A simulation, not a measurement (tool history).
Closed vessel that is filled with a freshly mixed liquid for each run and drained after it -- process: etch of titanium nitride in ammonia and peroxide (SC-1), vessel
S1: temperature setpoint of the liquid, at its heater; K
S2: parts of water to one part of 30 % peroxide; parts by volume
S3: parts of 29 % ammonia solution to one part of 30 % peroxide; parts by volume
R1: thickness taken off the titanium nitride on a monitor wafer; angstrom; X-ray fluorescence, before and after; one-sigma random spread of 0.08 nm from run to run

{"run": 1, "hour": 0.0, "S1": 331.15, "S2": 8.5, "S3": 0.7, "time in the liquid (s)": 50, "R1": 60.71}
{"run": 2, "hour": 6.6, "S1": 333.65, "S2": 8.5, "S3": 0.7, "time in the liquid (s)": 50, "R1": 70.091}
{"run": 3, "hour": 7.5, "S1": 335.65, "S2": 8.5, "S3": 0.7, "time in the liquid (s)": 50, "R1": 80.776}
{"run": 4, "hour": 11.4, "S1": 335.65, "S2": 8.5, "S3": 0.7, "time in the liquid (s)": 40, "R1": 64.022}
{"run": 5, "hour": 14.7, "S1": 335.65, "S2": 10, "S3": 0.7, "time in the liquid (s)": 40, "R1": 59.774}
{"run": 6, "hour": 22.8, "S1": 338.15, "S2": 9.5, "S3": 0.7, "time in the liquid (s)": 40, "R1": 70.283}
{"run": 7, "hour": 24.4, "S1": 339.65, "S2": 9, "S3": 0.7, "time in the liquid (s)": 40, "R1": 80.451}

Predict the results of run 8:
{"run": 8, "hour": 24.9, "S1": 340.65, "S2": 9, "S3": 0.7, "time in the liquid (s)": 40, "R1": "?"}

{"run 8": {"R1": 84.851}}
